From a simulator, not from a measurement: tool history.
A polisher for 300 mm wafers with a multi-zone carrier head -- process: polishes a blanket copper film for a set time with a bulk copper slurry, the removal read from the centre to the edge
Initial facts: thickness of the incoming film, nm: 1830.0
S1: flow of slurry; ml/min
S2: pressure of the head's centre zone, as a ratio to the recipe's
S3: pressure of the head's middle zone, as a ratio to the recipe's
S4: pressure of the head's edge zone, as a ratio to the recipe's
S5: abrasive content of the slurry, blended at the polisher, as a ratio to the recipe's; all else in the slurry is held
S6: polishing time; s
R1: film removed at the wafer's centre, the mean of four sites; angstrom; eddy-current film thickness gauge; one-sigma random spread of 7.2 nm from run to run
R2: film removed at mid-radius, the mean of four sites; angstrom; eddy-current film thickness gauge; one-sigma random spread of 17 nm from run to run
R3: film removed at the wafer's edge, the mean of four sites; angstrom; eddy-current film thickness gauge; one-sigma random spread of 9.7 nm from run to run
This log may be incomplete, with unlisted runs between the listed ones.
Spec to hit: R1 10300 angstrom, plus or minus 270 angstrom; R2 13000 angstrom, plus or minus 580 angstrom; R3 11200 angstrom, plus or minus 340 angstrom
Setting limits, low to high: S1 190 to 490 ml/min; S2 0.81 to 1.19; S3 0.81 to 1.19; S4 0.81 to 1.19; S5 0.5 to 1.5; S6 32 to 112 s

Run 1, day 0: S1 315 ml/min, S2 1, S3 1, S4 1, S5 1, S6 72 s. Result: R1 7686.8 angstrom, R2 7669.9 angstrom, R3 7830.1 angstrom.
Run 2, day 0.3: S1 345 ml/min, S2 1, S3 1, S4 1, S5 1, S6 72 s. Result: R1 7731.2 angstrom, R2 7893.6 angstrom, R3 7867 angstrom.
Run 3, day 0.392: S1 370 ml/min, S2 1, S3 1.05, S4 1.04, S5 1.15, S6 75 s. Result: R1 8333.7 angstrom, R2 9185.7 angstrom, R3 8591.7 angstrom.
Run 4, day 0.479: S1 370 ml/min, S2 1, S3 1.07, S4 1.07, S5 1.25, S6 78 s. Result: R1 8760.7 angstrom, R2 9627.8 angstrom, R3 9219.3 angstrom.
Run 5, day 0.754: S1 390 ml/min, S2 1, S3 1.1, S4 1.09, S5 1.3, S6 80 s. Result: R1 9145.2 angstrom, R2 10113 angstrom, R3 9635.8 angstrom.
Run 6, day 1.058: S1 400 ml/min, S2 0.98, S3 1.13, S4 1.08, S5 1.35, S6 83 s. Result: R1 9541.1 angstrom, R2 10906 angstrom, R3 10095 angstrom.
Run 7, day 1.146: S1 410 ml/min, S2 0.96, S3 1.15, S4 1.07, S5 1.4, S6 85 s. Result: R1 9803.2 angstrom, R2 11575 angstrom, R3 10323 angstrom.
Run 8, day 1.504: S1 410 ml/min, S2 0.95, S3 1.16, S4 1.07, S5 1.45, S6 86 s. Result: R1 9880.4 angstrom, R2 11892 angstrom, R3 10527 angstrom.
Run 9, day 1.704: S1 410 ml/min, S2 0.94, S3 1.17, S4 1.07, S5 1.45, S6 87 s. Result: R1 9819.4 angstrom, R2 12127 angstrom, R3 10789 angstrom.
Run 10, day 1.942: S1 415 ml/min, S2 0.94, S3 1.18, S4 1.06, S5 1.45, S6 88 s. Result: R1 9952.9 angstrom, R2 12534 angstrom, R3 10776 angstrom.
Run 11, day 2.221: S1 420 ml/min, S2 0.94, S3 1.18, S4 1.06, S5 1.45, S6 88 s. Result: R1 9899.4 angstrom, R2 12401 angstrom, R3 10861 angstrom.

5 next moves are on the table. One of them brings every result within its allowed miss. Which?
Run A, day 2.5: S1 355 ml/min, S2 0.93, S3 1.19, S4 1.03, S5 1.5, S6 92 s. Result: R1 ?, R2 ?, R3 ?.
Run B, day 2.5: S1 430 ml/min, S2 0.95, S3 1.1, S4 1.08, S5 1.4, S6 91 s. Result: R1 ?, R2 ?, R3 ?.
Run C, day 2.5: S1 460 ml/min, S2 0.92, S3 1.07, S4 1.19, S5 1.25, S6 95 s. Result: R1 ?, R2 ?, R3 ?.
Run D, day 2.5: S1 390 ml/min, S2 0.99, S3 1.09, S4 1.11, S5 1.5, S6 88 s. Result: R1 ?, R2 ?, R3 ?.
Run E, day 2.5: S1 370 ml/min, S2 0.96, S3 1.09, S4 1.1, S5 1.45, S6 91 s. Result: R1 ?, R2 ?, R3 ?.

move     R1     R2     R3
   A  10408  13132  11171
   B  10444  12128  11236
   C  10430  12095  11972
   D  10484  11743  11119
   E  10474  11996  11322
A: every result within its allowed miss
B: the furthest-off result lands on target, but another misses its tolerance
C: the furthest-off result lands on target, but another misses its tolerance
D: the furthest-off result lands on target, but another misses its tolerance
E: the furthest-off result lands on target, but another misses its tolerance
Answer: A
